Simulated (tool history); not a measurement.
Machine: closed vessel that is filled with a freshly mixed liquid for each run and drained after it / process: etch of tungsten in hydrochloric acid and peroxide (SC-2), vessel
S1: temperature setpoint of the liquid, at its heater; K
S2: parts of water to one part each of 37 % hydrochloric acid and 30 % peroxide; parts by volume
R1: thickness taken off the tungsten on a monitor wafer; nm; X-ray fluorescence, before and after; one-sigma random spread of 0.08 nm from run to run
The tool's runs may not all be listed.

{"run": 1, "hour": 0.0, "S1": 322.15, "S2": 9.5, "time in the liquid (s)": 240, "R1": 40.305}
{"run": 2, "hour": 8.0, "S1": 322.15, "S2": 12, "time in the liquid (s)": 240, "R1": 33.093}
{"run": 3, "hour": 12.0, "S1": 322.15, "S2": 12, "time in the liquid (s)": 240, "R1": 33.331}
{"run": 4, "hour": 14.4, "S1": 321.15, "S2": 12, "time in the liquid (s)": 240, "R1": 30.88}
{"run": 5, "hour": 15.6, "S1": 321.15, "S2": 12, "time in the liquid (s)": 240, "R1": 31.131}
{"run": 6, "hour": 22.1, "S1": 321.15, "S2": 15, "time in the liquid (s)": 240, "R1": 25.796}
{"run": 7, "hour": 23.8, "S1": 320.65, "S2": 15, "time in the liquid (s)": 240, "R1": 24.765}
{"run": 8, "hour": 27.3, "S1": 320.15, "S2": 15, "time in the liquid (s)": 240, "R1": 23.825}
{"run": 9, "hour": 28.3, "S1": 319.65, "S2": 15, "time in the liquid (s)": 240, "R1": 23.119}

What does the tool deliver on the next run?
{"run": 10, "hour": 29.8, "S1": 319.65, "S2": 15, "time in the liquid (s)": 240, "R1": "?"}

R1: 23.128 nm

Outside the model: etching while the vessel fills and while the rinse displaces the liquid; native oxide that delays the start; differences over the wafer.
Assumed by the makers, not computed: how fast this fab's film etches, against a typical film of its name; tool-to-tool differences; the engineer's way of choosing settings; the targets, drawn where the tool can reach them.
